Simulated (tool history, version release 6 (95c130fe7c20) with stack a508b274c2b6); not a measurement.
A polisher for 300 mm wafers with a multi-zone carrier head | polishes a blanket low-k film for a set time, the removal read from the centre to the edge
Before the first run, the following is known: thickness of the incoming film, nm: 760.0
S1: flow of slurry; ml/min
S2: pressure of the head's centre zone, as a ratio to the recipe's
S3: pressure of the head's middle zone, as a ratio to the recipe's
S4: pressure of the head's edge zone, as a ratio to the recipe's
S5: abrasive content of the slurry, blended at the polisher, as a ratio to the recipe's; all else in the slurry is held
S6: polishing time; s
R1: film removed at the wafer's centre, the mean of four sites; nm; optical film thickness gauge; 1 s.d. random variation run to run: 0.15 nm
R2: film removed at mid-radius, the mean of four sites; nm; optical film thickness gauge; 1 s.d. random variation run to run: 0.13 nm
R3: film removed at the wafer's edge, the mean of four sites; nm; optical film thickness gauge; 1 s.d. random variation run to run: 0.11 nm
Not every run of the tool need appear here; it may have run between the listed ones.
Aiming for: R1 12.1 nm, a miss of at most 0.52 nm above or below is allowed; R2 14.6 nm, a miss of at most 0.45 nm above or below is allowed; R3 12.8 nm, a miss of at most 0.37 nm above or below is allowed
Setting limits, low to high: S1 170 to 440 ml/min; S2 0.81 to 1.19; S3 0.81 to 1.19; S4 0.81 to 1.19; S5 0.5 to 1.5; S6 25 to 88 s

| run | hour | S1 | S2 | S3 | S4 | S5 | S6 | R1 | R2 | R3 |
|---|---|---|---|---|---|---|---|---|---|---|
| 1 | 0 | 280 | 1 | 1 | 1 | 1 | 56 | 17.281 | 17.85 | 17.203 |
| 2 | 5.2 | 280 | 0.97 | 1.01 | 0.97 | 0.9 | 56 | 15.831 | 17.149 | 16.3 |
| 3 | 13.9 | 280 | 0.97 | 0.93 | 0.97 | 0.9 | 56 | 15.863 | 16.139 | 16.367 |
| 4 | 20 | 235 | 0.97 | 0.93 | 0.97 | 0.9 | 56 | 15.845 | 16.023 | 16.326 |
| 5 | 25.2 | 265 | 0.97 | 0.93 | 0.97 | 0.9 | 56 | 15.664 | 16.224 | 16.503 |
| 6 | 28.8 | 265 | 0.96 | 0.96 | 0.94 | 0.8 | 56 | 14.945 | 15.678 | 15.5 |
| 7 | 30.3 | 270 | 0.95 | 0.99 | 0.92 | 0.75 | 56 | 14.407 | 16.038 | 15.024 |
| 8 | 33.1 | 255 | 0.9 | 0.99 | 0.82 | 0.5 | 56 | 12.101 | 13.434 | 12.327 |
| 9 | 35.8 | 265 | 0.9 | 1 | 0.83 | 0.5 | 56 | 11.811 | 13.718 | 12.338 |
| 10 | 41.5 | 270 | 0.9 | 1.01 | 0.84 | 0.5 | 56 | 11.908 | 13.978 | 12.421 |
| 11 | 49.3 | 275 | 0.9 | 1.01 | 0.85 | 0.5 | 56 | 11.758 | 13.796 | 12.877 |

Next run, 5 choices. One meets every target within its allowed miss, the rest don't. Which?
| A | 57.1 | 270 | 0.96 | 0.98 | 0.94 | 0.55 | 52 | ? | ? | ? |
| B | 57.1 | 375 | 0.89 | 0.9 | 0.88 | 0.65 | 52 | ? | ? | ? |
| C | 57.1 | 245 | 0.91 | 0.94 | 0.92 | 0.5 | 54 | ? | ? | ? |
| D | 57.1 | 400 | 0.85 | 0.91 | 0.92 | 0.55 | 53 | ? | ? | ? |
| E | 57.1 | 255 | 0.93 | 1.08 | 0.89 | 0.7 | 49 | ? | ? | ? |

| move | R1 | R2 | R3 |
|---|---|---|---|
| A | 12.08 | 13.154 | 12.741 |
| B | 12.283 | 13.412 | 13.44 |
| C | 11.348 | 12.616 | 12.568 |
| D | 11.332 | 13.075 | 13.232 |
| E | 11.922 | 14.558 | 12.664 |
A: further off than the last run
B: further off than the last run
C: further off than the last run
D: further off than the last run
E: hits every target within its allowed miss
Move E is the one to make.

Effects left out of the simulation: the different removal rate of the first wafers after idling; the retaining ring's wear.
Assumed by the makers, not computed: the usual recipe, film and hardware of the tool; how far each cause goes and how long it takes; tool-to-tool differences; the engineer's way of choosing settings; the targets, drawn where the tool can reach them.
